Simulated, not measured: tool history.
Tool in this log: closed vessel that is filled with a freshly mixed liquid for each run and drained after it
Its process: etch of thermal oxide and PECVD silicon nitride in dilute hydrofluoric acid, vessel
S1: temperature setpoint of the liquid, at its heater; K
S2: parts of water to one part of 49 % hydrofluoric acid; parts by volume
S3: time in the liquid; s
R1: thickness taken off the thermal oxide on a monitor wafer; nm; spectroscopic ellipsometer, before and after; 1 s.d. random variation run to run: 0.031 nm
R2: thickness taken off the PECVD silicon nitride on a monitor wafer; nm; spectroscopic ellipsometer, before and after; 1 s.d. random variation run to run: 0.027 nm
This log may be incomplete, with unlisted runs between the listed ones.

| run | day | S1 | S2 | S3 | R1 | R2 |
|---|---|---|---|---|---|---|
| 1 | 0.000 | 297.15 | 75 | 470 | 30.0570 | 20.1070 |
| 2 | 0.200 | 297.15 | 85 | 440 | 24.4560 | 16.4630 |
| 3 | 0.225 | 297.15 | 85 | 520 | 28.9590 | 19.4580 |
| 4 | 0.321 | 297.15 | 85 | 635 | 35.2610 | 23.9580 |
| 5 | 0.454 | 297.15 | 85 | 780 | 43.2350 | 29.1820 |
| 6 | 0.496 | 297.15 | 95 | 675 | 33.1420 | 22.6080 |
| 7 | 0.804 | 297.15 | 105 | 575 | 25.4430 | 17.3310 |
| 8 | 0.917 | 297.15 | 110 | 480 | 19.9930 | 13.9810 |
| 9 | 1.012 | 297.15 | 115 | 420 | 16.5490 | 11.6320 |
| 10 | 1.083 | 297.15 | 120 | 375 | 14.1060 | 10.0000 |
| 11 | 1.238 | 297.15 | 125 | 345 | 12.4340 | 8.8597 |
| 12 | 1.292 | 297.15 | 130 | 320 | 11.0540 | 7.9172 |
| 13 | 1.396 | 297.15 | 130 | 300 | 10.3460 | 7.4244 |
| 14 | 1.658 | 297.15 | 130 | 285 | 9.8457 | 7.0408 |

Run 15 has not been measured yet. What should we expect?
| 15 | 1.808 | 297.15 | 130 | 275 | ? | ? |

{"run 15": {"R1": 9.4606, "R2": 6.7995}}

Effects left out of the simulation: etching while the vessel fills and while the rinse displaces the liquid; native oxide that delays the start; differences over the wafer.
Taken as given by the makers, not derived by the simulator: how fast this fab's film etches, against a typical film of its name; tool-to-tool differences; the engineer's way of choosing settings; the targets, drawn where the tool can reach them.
